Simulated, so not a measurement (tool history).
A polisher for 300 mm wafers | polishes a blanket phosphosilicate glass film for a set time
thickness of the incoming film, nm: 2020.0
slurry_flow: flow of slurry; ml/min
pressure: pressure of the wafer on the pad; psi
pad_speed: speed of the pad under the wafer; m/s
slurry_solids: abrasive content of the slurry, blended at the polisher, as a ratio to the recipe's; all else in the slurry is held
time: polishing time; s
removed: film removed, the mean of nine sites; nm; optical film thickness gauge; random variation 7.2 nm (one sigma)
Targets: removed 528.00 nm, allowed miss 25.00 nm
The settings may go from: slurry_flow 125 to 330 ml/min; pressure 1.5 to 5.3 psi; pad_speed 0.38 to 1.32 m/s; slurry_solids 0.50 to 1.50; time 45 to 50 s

run 1 day=0.000 | slurry_flow=210 pressure=3.4 pad_speed=0.84 slurry_solids=1.00 time=50 | removed=403.54
run 2 day=0.050 | slurry_flow=210 pressure=3.4 pad_speed=0.84 slurry_solids=1.00 time=50 | removed=405.28
run 3 day=0.092 | slurry_flow=210 pressure=3.5 pad_speed=0.84 slurry_solids=1.00 time=50 | removed=406.18
run 4 day=0.254 | slurry_flow=210 pressure=3.6 pad_speed=0.84 slurry_solids=1.00 time=50 | removed=420.27
run 5 day=0.383 | slurry_flow=210 pressure=3.7 pad_speed=0.84 slurry_solids=1.00 time=50 | removed=423.73
run 6 day=0.562 | slurry_flow=210 pressure=3.7 pad_speed=0.84 slurry_solids=1.00 time=45 | removed=390.01
run 7 day=0.788 | slurry_flow=210 pressure=3.9 pad_speed=0.84 slurry_solids=1.00 time=45 | removed=407.64
run 8 day=0.917 | slurry_flow=210 pressure=4.0 pad_speed=0.84 slurry_solids=1.00 time=45 | removed=406.30
run 9 day=1.262 | slurry_flow=210 pressure=4.1 pad_speed=0.84 slurry_solids=1.00 time=45 | removed=424.96
run 10 day=1.604 | slurry_flow=210 pressure=4.2 pad_speed=0.84 slurry_solids=1.00 time=45 | removed=435.81

4 next moves are on the table. One of them brings every result within its allowed miss. Which?
run A day=1.946 | slurry_flow=210 pressure=4.6 pad_speed=0.90 slurry_solids=1.00 time=49 | removed=?
run B day=1.946 | slurry_flow=180 pressure=3.4 pad_speed=0.74 slurry_solids=1.10 time=50 | removed=?
run C day=1.946 | slurry_flow=220 pressure=4.1 pad_speed=0.86 slurry_solids=0.95 time=49 | removed=?
run D day=1.946 | slurry_flow=205 pressure=4.5 pad_speed=0.88 slurry_solids=1.00 time=46 | removed=?

move=A removed=522.58
move=B removed=368.43
move=C removed=452.93
move=D removed=472.75
A: meets every target
B: further off than the last run
C: nearer than the last run, and not there yet
D: nearer than the last run, and not there yet
Move A is the one to make.
